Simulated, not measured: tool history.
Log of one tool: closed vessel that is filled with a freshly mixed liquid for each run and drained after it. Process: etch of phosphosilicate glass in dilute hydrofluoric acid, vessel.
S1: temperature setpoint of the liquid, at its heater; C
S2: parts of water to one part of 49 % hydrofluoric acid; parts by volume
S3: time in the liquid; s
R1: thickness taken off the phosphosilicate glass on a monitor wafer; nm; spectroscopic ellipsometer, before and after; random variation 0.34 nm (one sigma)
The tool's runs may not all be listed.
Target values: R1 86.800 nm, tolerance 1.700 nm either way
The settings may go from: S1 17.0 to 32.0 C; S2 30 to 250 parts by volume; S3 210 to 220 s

run,hour,S1,S2,S3,R1
1,0.0,24.0,140,210,103.060
2,8.0,22.5,140,210,97.253
3,15.5,22.5,120,210,116.120
4,22.5,21.0,125,210,104.900
5,28.4,21.0,125,220,109.510
6,32.7,20.0,125,220,105.020
7,38.1,19.0,125,220,100.610
8,43.7,18.5,125,220,99.008
9,45.4,18.0,125,220,97.108
10,53.5,17.5,125,220,94.817

Which single option among these 5 for the next run brings every result within its allowed miss of target? Just one does.
A,61.6,19.0,130,210,?
B,61.6,18.5,115,210,?
C,61.6,17.5,130,210,?
D,61.6,22.5,150,215,?
E,61.6,18.5,130,210,?

move,R1
A,92.291
B,103.830
C,86.790
D,92.114
E,90.429
A: closes in on the targets versus the last run, not all within tolerance yet
B: lands further from the targets than the last run did
C: every result within its allowed miss
D: closes in on the targets versus the last run, not all within tolerance yet
E: closes in on the targets versus the last run, not all within tolerance yet
C is the move that brings every result within its allowed miss.
